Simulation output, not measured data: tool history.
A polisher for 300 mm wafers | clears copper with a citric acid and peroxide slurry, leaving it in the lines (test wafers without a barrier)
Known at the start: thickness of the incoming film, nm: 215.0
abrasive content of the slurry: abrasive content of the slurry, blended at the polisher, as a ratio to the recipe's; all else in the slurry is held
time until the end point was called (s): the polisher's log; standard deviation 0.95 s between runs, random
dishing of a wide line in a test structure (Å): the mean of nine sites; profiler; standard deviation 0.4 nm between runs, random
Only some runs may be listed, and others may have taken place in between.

run	day	flow of slurry (ml/min)	pressure of the wafer on the pad (psi)	speed of the pad under the wafer (cm/s)	abrasive content of the slurry	overpolish time after the end point (s)	time until the end point was called (s)	dishing of a wide line in a test structure (Å)
1	0.000	200	3.9	106	1.00	10	71.123	190.19
2	0.288	200	3.9	106	0.85	10	76.300	178.77
3	0.412	200	3.9	106	0.85	8	74.089	148.87
4	0.783	200	4.2	106	0.85	9	71.424	176.93
5	1.142	200	4.2	106	1.05	9	65.856	186.91
6	1.288	200	4.4	106	1.05	10	62.313	211.00
7	1.642	200	4.6	106	1.05	10	59.704	223.52
8	1.888	200	4.7	106	1.05	10	60.060	224.98

Run 9, settings as shown, results not yet in. Your forecast:
9	2.154	200	4.9	106	1.05	10	?	?

{"run 9": {"time until the end point was called (s)": 57.073, "dishing of a wide line in a test structure (Å)": 230.63}}

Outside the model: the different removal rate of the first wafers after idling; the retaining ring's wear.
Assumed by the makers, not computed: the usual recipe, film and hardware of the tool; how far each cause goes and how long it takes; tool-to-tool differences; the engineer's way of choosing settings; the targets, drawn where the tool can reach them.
